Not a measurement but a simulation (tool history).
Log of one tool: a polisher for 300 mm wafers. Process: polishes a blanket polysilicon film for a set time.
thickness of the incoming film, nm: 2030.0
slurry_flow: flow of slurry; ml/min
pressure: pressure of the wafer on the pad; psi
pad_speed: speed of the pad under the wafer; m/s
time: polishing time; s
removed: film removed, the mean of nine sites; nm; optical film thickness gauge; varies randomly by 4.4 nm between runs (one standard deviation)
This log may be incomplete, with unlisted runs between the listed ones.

run    day  slurry_flow  pressure  pad_speed  time  removed
  1      0          180       2.8       1.04    53   516.86
  2  0.046          180       2.8       1.04    48   467.98
  3  0.417          180       2.8       1.04    53   520.02
  4  0.762          180       3.5       1.04    53   600.84
  5  1.092          210       3.5       1.04    53   612.09
  6  1.196          210       3.5       1.04    53   613.91

Run 7 has not been measured yet. What should we expect?
  7  1.475          210       3.1       1.02    53        ?

{"run 7": {"removed": 544.8}}
